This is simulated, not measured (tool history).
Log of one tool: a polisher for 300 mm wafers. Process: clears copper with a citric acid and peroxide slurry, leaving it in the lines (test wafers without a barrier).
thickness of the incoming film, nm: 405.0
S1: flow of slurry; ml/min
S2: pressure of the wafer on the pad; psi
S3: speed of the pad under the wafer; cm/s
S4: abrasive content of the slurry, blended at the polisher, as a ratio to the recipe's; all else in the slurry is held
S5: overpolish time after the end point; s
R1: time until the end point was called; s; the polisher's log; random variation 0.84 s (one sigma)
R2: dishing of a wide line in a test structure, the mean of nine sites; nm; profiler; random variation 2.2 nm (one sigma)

run 1 day=0.000 | S1=305 S2=4.1 S3=114 S4=1.0 S5=19 | R1=103.610 R2=49.560
run 2 day=0.154 | S1=365 S2=4.1 S3=114 S4=1.0 S5=19 | R1=99.153 R2=49.584
run 3 day=0.504 | S1=365 S2=4.1 S3=88 S4=1.0 S5=19 | R1=121.580 R2=39.795
run 4 day=0.633 | S1=365 S2=4.1 S3=72 S4=1.0 S5=19 | R1=139.300 R2=34.830
run 5 day=0.688 | S1=365 S2=4.1 S3=72 S4=1.0 S5=13 | R1=143.940 R2=24.521
run 6 day=0.983 | S1=350 S2=4.5 S3=92 S4=1.0 S5=17 | R1=108.450 R2=40.956
run 7 day=1.196 | S1=335 S2=4.9 S3=102 S4=1.0 S5=19 | R1=92.006 R2=51.131
run 8 day=1.429 | S1=320 S2=5.2 S3=110 S4=1.0 S5=21 | R1=81.358 R2=62.878
run 9 day=1.650 | S1=320 S2=5.2 S3=110 S4=1.0 S5=21 | R1=80.693 R2=64.958
run 10 day=1.679 | S1=315 S2=5.5 S3=114 S4=1.0 S5=23 | R1=74.707 R2=71.234

Forecast run 11:
run 11 day=1.762 | S1=315 S2=5.5 S3=114 S4=1.0 S5=23 | R1=? R2=?

Run 11 gave R1 78.060 s, R2 76.059 nm.

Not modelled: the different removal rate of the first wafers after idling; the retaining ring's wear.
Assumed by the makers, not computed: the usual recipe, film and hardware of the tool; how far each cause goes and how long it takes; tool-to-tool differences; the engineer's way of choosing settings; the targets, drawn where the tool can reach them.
